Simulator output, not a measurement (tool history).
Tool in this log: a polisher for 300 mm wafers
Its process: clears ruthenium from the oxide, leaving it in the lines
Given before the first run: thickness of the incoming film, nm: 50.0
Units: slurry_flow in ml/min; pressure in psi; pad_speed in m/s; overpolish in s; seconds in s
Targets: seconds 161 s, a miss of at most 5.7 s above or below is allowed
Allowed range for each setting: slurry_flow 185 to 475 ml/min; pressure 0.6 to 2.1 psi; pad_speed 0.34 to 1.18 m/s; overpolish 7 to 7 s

{"run": 1, "hour": 0.0, "slurry_flow": 305, "pressure": 1.3, "pad_speed": 0.76, "overpolish": 7, "seconds": 98.388}
{"run": 2, "hour": 6.0, "slurry_flow": 305, "pressure": 1.3, "pad_speed": 0.64, "overpolish": 7, "seconds": 115.19}
{"run": 3, "hour": 11.4, "slurry_flow": 305, "pressure": 1.2, "pad_speed": 0.64, "overpolish": 7, "seconds": 124.69}
{"run": 4, "hour": 20.1, "slurry_flow": 305, "pressure": 1.1, "pad_speed": 0.64, "overpolish": 7, "seconds": 133.97}
{"run": 5, "hour": 27.5, "slurry_flow": 305, "pressure": 1.3, "pad_speed": 0.64, "overpolish": 7, "seconds": 113.85}
{"run": 6, "hour": 35.5, "slurry_flow": 305, "pressure": 1.2, "pad_speed": 0.64, "overpolish": 7, "seconds": 123.5}
{"run": 7, "hour": 39.6, "slurry_flow": 305, "pressure": 1.2, "pad_speed": 0.64, "overpolish": 7, "seconds": 124.39}
{"run": 8, "hour": 41.0, "slurry_flow": 305, "pressure": 1.1, "pad_speed": 0.64, "overpolish": 7, "seconds": 134.61}
{"run": 9, "hour": 42.0, "slurry_flow": 305, "pressure": 1, "pad_speed": 0.64, "overpolish": 7, "seconds": 148.72}

Which single option among these 5 for the next run brings every result within its allowed miss of target? Just one does.
{"run": "A", "hour": 43.0, "slurry_flow": 265, "pressure": 1.1, "pad_speed": 0.6, "overpolish": 7, "seconds": "?"}
{"run": "B", "hour": 43.0, "slurry_flow": 345, "pressure": 1.2, "pad_speed": 0.56, "overpolish": 7, "seconds": "?"}
{"run": "C", "hour": 43.0, "slurry_flow": 300, "pressure": 1.1, "pad_speed": 0.64, "overpolish": 7, "seconds": "?"}
{"run": "D", "hour": 43.0, "slurry_flow": 255, "pressure": 1.2, "pad_speed": 0.62, "overpolish": 7, "seconds": "?"}
{"run": "E", "hour": 43.0, "slurry_flow": 240, "pressure": 1, "pad_speed": 0.6, "overpolish": 7, "seconds": "?"}

move=A seconds=144.05
move=B seconds=138.04
move=C seconds=134.77
move=D seconds=129.04
move=E seconds=159.16
A: further off than the last run
B: further off than the last run
C: further off than the last run
D: further off than the last run
E: hits every target within its allowed miss
E meets every target.
